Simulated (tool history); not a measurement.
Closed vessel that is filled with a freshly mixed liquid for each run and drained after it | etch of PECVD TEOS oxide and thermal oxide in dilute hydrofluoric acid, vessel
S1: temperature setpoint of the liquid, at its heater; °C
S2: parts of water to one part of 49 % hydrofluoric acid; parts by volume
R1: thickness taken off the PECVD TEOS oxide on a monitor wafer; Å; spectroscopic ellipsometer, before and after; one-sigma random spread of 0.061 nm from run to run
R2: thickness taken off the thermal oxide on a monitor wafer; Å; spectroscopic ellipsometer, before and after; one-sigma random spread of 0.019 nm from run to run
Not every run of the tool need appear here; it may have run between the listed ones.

Run 1, hour 0.0: S1 24.0 °C, S2 85 parts by volume, time in the liquid (s) 60. Result: R1 160.60 Å, R2 32.764 Å.
Run 2, hour 5.9: S1 23.0 °C, S2 85 parts by volume, time in the liquid (s) 60. Result: R1 154.73 Å, R2 31.902 Å.
Run 3, hour 14.6: S1 25.5 °C, S2 85 parts by volume, time in the liquid (s) 60. Result: R1 173.21 Å, R2 35.328 Å.
Run 4, hour 20.7: S1 25.5 °C, S2 85 parts by volume, time in the liquid (s) 85. Result: R1 242.75 Å, R2 50.010 Å.
Run 5, hour 25.7: S1 25.5 °C, S2 85 parts by volume, time in the liquid (s) 60. Result: R1 172.21 Å, R2 35.360 Å.
Run 6, hour 27.7: S1 24.5 °C, S2 85 parts by volume, time in the liquid (s) 60. Result: R1 164.42 Å, R2 33.741 Å.
Run 7, hour 33.8: S1 20.5 °C, S2 90 parts by volume, time in the liquid (s) 60. Result: R1 130.94 Å, R2 27.035 Å.

Estimate the outcome of run 8 from the log above:
Run 8, hour 39.3: S1 17.0 °C, S2 90 parts by volume, time in the liquid (s) 60. Result: R1 ?, R2 ?.

R1: 113.16 Å
R2: 23.383 Å
